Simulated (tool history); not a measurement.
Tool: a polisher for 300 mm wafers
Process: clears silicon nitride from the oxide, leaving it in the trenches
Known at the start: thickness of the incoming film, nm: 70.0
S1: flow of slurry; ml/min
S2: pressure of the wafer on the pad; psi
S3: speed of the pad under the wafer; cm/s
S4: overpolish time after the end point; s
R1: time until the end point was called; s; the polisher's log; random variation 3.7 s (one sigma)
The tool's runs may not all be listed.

run,hour,S1,S2,S3,S4,R1
1,0.0,310,2.4,92,17,112.75
2,2.0,310,1.9,92,17,139.58
3,6.3,310,1.9,92,19,140.66
4,11.6,310,1.7,90,19,162.59
5,17.2,310,1.6,90,19,167.82
6,24.3,310,1.5,90,19,180.48

The next listed run, before its measurement:
7,27.3,310,1.1,88,19,?

Run 7 gave R1 248.60 s.
